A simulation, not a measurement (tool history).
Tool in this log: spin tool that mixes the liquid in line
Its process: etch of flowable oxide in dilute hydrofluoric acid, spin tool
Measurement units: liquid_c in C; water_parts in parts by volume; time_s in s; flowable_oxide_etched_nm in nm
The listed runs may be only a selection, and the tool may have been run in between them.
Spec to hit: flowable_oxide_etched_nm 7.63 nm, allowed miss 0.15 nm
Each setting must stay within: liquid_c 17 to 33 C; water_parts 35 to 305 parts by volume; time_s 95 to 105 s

run,hour,liquid_c,water_parts,time_s,flowable_oxide_etched_nm
1,0,25,170,95,14.434
2,3.5,25,170,95,14.61
3,10.9,25,170,105,16.048
4,15.2,24,175,105,14.882
5,22.1,23.5,180,105,14.064
6,24.7,23.5,200,105,12.431
7,29.4,23,205,105,11.873
8,34,23,205,105,11.881
9,36.1,22.5,210,105,11.424
10,43.8,22,215,105,10.774
11,46,21.5,220,105,10.336
12,47.9,21,225,105,9.8897
13,52.7,21,225,105,9.8168
14,57.5,20.5,225,105,9.6721
15,58.5,20,225,105,9.4052
16,66.4,19.5,225,105,9.2468
17,73.7,19,225,105,9.159

Exactly one of the 5 candidate moves below puts every result within its allowed miss. Which one?
A,81,19,250,100,?
B,81,20.5,240,95,?
C,81,17,215,95,?
D,81,17,225,100,?
E,81,19.5,255,105,?

move,flowable_oxide_etched_nm
A,7.605
B,8.0387
C,8.0249
D,7.9997
E,7.9416
A: all results land within tolerance of their targets
B: closer than the last run, but not yet in spec
C: closer than the last run, but not yet in spec
D: closer than the last run, but not yet in spec
E: closer than the last run, but not yet in spec
The move that meets every target is A.

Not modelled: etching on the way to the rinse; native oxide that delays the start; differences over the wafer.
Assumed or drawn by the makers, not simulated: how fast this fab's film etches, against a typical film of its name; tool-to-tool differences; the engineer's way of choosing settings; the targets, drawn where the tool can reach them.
